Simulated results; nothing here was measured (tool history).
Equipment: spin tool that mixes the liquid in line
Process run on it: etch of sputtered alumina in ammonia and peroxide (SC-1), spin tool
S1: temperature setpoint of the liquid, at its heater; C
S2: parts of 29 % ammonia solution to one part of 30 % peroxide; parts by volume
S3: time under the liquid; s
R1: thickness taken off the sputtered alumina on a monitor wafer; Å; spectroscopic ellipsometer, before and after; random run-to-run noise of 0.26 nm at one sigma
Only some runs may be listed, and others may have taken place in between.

run  hour    S1   S2   S3      R1
  1     0    59  0.9  320  331.16
  2   5.5    62  0.9  320  385.26
  3  11.6    64  0.9  320  425.64
  4  19.2    64  0.9  320  425.57
  5  19.9    64  1.2  320  440.76
  6  23.6  65.5  1.2  320  473.92
  7  28.6  66.5  1.2  320  499.02
  8  30.7  67.5  1.2  320  520.02
  9  32.6    68  1.2  320   532.4
 10  36.5  68.5  1.2  320  546.61

Forecast run 11:
 11  41.2  69  1.2  320   ?

Run 11 measured R1 558.95 Å.
